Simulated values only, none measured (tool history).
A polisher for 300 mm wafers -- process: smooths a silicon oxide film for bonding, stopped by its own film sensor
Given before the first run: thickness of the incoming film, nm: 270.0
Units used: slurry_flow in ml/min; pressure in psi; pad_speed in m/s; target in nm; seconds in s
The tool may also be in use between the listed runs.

run	hour	slurry_flow	pressure	pad_speed	slurry_solids	target	seconds
1	0	160	2.6	0.84	1	204	92.55
2	3.3	160	2.2	0.84	1	204	110.01
3	3.8	160	2	0.84	1	204	114.82
4	5.6	160	2	0.74	1	204	129.11
5	10.9	160	2.6	0.8	1	204	94.58
6	18.7	160	3	0.82	1	204	78.098
7	26.2	160	3.3	0.84	1	204	72.627
8	34.4	160	3.5	0.88	1	204	65.391

What does the tool deliver on the next run?
9	40	160	3.6	0.9	1	204	?

Run 9 measured seconds 63.91 s.
